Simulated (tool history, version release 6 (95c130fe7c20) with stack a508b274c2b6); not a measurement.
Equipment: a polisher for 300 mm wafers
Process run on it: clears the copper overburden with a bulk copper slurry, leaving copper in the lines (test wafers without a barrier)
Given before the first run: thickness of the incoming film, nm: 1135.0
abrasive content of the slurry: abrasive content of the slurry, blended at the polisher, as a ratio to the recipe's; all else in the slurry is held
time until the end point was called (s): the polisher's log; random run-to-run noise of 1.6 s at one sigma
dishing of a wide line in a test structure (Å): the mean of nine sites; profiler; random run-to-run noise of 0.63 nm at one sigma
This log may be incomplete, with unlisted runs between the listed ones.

run  hour  flow of slurry (ml/min)  pressure of the wafer on the pad (kPa)  speed of the pad under the wafer (m/s)  abrasive content of the slurry  overpolish time after the end point (s)  time until the end point was called (s)  dishing of a wide line in a test structure (Å)
  1   0.0                      130                                    20.0                                    0.86                             1.0                                        8                                  144.520                                          330.57
  2   4.1                      130                                    20.0                                    0.86                             1.0                                        6                                  143.400                                          271.06
  3  12.4                      125                                    23.4                                    0.88                             1.0                                        7                                  119.710                                          338.86
  4  17.0                      125                                    23.4                                    0.88                             1.0                                        9                                  124.450                                          399.34
  5  21.9                      130                                    26.2                                    0.88                             1.0                                        9                                  109.820                                          433.37
  6  26.5                      130                                    27.6                                    0.90                             1.0                                        9                                  100.260                                          458.50
  7  28.9                      140                                    31.0                                    0.90                             1.0                                        9                                   91.114                                          502.21
  8  33.1                      140                                    31.0                                    0.92                             1.0                                        9                                   89.974                                          506.49
  9  39.6                      140                                    31.0                                    0.92                             1.0                                        9                                   86.868                                          507.06

Run 10, settings as shown, results not yet in. Your forecast:
 10  42.7                      140                                    31.0                                    0.94                             1.0                                        9                                        ?                                               ?

For run 10 the tool returned time until the end point was called (s) 83.869, dishing of a wide line in a test structure (Å) 509.19.
